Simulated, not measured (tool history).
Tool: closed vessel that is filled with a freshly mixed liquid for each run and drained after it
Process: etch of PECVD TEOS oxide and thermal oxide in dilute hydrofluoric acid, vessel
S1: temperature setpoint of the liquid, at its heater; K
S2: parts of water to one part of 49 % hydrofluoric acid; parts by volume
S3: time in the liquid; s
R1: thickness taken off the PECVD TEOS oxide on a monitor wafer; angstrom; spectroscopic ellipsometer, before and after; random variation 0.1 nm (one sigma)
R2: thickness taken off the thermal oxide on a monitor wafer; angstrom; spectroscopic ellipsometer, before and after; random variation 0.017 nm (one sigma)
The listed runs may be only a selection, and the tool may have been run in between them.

run,hour,S1,S2,S3,R1,R2
1,0.0,296.15,75,60,166.78,35.435
2,4.0,296.15,55,60,232.69,49.449
3,8.9,294.15,65,60,175.71,38.027
4,15.4,293.15,70,60,159.03,33.691
5,17.8,293.15,70,75,195.63,42.160
6,22.3,293.15,50,75,281.42,60.597
7,25.5,290.15,80,75,151.26,31.845

Expected results for the next run?
8,33.6,290.15,85,75,?,?

Logged for run 8: R1 141.10 angstrom, R2 29.662 angstrom.
